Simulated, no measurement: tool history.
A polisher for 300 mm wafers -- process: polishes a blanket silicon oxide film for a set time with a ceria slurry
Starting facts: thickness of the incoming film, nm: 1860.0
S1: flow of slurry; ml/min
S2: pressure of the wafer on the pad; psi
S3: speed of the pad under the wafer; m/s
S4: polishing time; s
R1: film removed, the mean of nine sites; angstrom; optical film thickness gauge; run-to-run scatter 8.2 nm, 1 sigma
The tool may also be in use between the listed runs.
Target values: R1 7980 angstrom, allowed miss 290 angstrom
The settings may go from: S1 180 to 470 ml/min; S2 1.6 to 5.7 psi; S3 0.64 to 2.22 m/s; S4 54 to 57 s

run,hour,S1,S2,S3,S4,R1
1,0,300,3.6,1.42,54,4345.9
2,6.4,300,3.6,1.42,57,4634.5
3,11.8,300,3.8,1.42,57,4816.9
4,14.4,300,4,1.44,57,5236.5
5,20.5,300,4.2,1.44,57,5452.9
6,21.7,300,4.4,1.44,57,5740.4
# hour 22.6: head pressure recalibrated
7,22.6,300,4.6,1.44,57,5434.5
8,25.2,300,4.7,1.48,57,5600.8
9,29.9,300,4.8,1.54,57,6048.8
10,33.7,300,4.9,1.58,57,6337.7
11,38.8,300,5,1.6,57,6518.4
12,42,300,5.1,1.62,57,6714
13,43.2,300,5.2,1.64,57,6807.3
14,45.9,300,5.3,1.66,57,7149.4

Below are 5 possible settings for the next run. Only one of them brings all results inside the allowed miss of their targets. Which is it?
A,48.6,250,5.1,1.84,57,?
B,48.6,300,5.6,1.74,57,?
C,48.6,315,5.4,1.7,57,?
D,48.6,305,5.2,1.56,54,?
E,48.6,275,5.7,1.44,57,?

move,R1
A,7397.3
B,7801.3
C,7404.7
D,6208.6
E,6539.1
A: better than the last run, though not everything is in spec
B: hits every target within its allowed miss
C: better than the last run, though not everything is in spec
D: further off than the last run
E: further off than the last run
Answer: B
